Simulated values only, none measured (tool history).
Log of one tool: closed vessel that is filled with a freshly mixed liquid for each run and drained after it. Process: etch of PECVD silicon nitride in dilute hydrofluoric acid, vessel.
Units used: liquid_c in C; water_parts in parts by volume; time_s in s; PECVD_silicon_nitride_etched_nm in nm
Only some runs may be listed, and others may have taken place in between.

run  hour  liquid_c  water_parts  time_s  PECVD_silicon_nitride_etched_nm
  1     0        24          185     960                           11.465
  2   8.6        25          170     960                           13.347
  3  11.1        25          170     960                           13.372
  4  15.7        25          140     960                           16.121
  5  18.9        25           90     960                           25.067
  6  25.1        25           40     960                            55.76
  7  33.2        24           40     960                           52.278
  8  39.7        24           45     960                           46.352
  9  46.5      23.5           45     960                           44.699

For run 10, what comes out?
 10    54        23           45     960                                ?

PECVD_silicon_nitride_etched_nm: 43.358 nm
